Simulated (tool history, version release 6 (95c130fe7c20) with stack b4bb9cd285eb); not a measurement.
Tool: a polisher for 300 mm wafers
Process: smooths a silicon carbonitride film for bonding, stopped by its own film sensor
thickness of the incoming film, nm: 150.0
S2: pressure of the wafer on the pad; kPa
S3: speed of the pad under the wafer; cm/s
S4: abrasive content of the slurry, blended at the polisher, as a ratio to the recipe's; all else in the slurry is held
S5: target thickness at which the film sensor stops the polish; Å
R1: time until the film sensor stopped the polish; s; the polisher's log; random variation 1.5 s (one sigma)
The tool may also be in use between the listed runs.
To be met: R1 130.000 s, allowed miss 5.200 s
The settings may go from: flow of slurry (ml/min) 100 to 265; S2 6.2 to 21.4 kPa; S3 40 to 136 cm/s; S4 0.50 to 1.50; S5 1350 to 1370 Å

Run 1, day 0.000: flow of slurry (ml/min) 170, S2 13.8 kPa, S3 88 cm/s, S4 1.00, S5 1350 Å. Result: R1 92.030 s.
Run 2, day 0.146: flow of slurry (ml/min) 170, S2 15.2 kPa, S3 88 cm/s, S4 1.00, S5 1350 Å. Result: R1 82.054 s.
Run 3, day 0.246: flow of slurry (ml/min) 215, S2 15.2 kPa, S3 88 cm/s, S4 1.00, S5 1350 Å. Result: R1 80.922 s.
Run 4, day 0.521: flow of slurry (ml/min) 215, S2 14.5 kPa, S3 88 cm/s, S4 1.00, S5 1350 Å. Result: R1 84.023 s.
Run 5, day 0.833: flow of slurry (ml/min) 215, S2 13.8 kPa, S3 88 cm/s, S4 1.00, S5 1350 Å. Result: R1 85.406 s.
Run 6, day 0.925: flow of slurry (ml/min) 210, S2 13.1 kPa, S3 88 cm/s, S4 1.00, S5 1350 Å. Result: R1 90.849 s.
Run 7, day 1.300: flow of slurry (ml/min) 210, S2 12.4 kPa, S3 88 cm/s, S4 1.00, S5 1350 Å. Result: R1 96.194 s.
At day 1.508: slurry nozzle cleaned.
Run 8, day 1.508: flow of slurry (ml/min) 210, S2 11.7 kPa, S3 88 cm/s, S4 1.00, S5 1350 Å. Result: R1 97.192 s.
Run 9, day 1.812: flow of slurry (ml/min) 210, S2 11.7 kPa, S3 88 cm/s, S4 1.00, S5 1350 Å. Result: R1 98.371 s.
Run 10, day 2.125: flow of slurry (ml/min) 210, S2 11.0 kPa, S3 88 cm/s, S4 1.00, S5 1350 Å. Result: R1 101.570 s.
Run 11, day 2.371: flow of slurry (ml/min) 210, S2 10.3 kPa, S3 88 cm/s, S4 1.00, S5 1350 Å. Result: R1 112.340 s.

Which of these 5 next moves meets every target?
Run A, day 2.617: flow of slurry (ml/min) 185, S2 9.7 kPa, S3 86 cm/s, S4 0.90, S5 1350 Å. Result: R1 ?.
Run B, day 2.617: flow of slurry (ml/min) 205, S2 9.7 kPa, S3 98 cm/s, S4 0.85, S5 1350 Å. Result: R1 ?.
Run C, day 2.617: flow of slurry (ml/min) 240, S2 7.6 kPa, S3 84 cm/s, S4 1.05, S5 1350 Å. Result: R1 ?.
Run D, day 2.617: flow of slurry (ml/min) 190, S2 9.0 kPa, S3 84 cm/s, S4 0.85, S5 1350 Å. Result: R1 ?.
Run E, day 2.617: flow of slurry (ml/min) 195, S2 10.3 kPa, S3 80 cm/s, S4 1.00, S5 1360 Å. Result: R1 ?.

move       R1
   A  127.550
   B  116.840
   C  147.220
   D  143.210
   E  111.360
A: meets every target
B: nearer than the last run, and not there yet
C: takes the result that was furthest off past its target
D: takes the result that was furthest off past its target
E: further off than the last run
Move A is the one to make.

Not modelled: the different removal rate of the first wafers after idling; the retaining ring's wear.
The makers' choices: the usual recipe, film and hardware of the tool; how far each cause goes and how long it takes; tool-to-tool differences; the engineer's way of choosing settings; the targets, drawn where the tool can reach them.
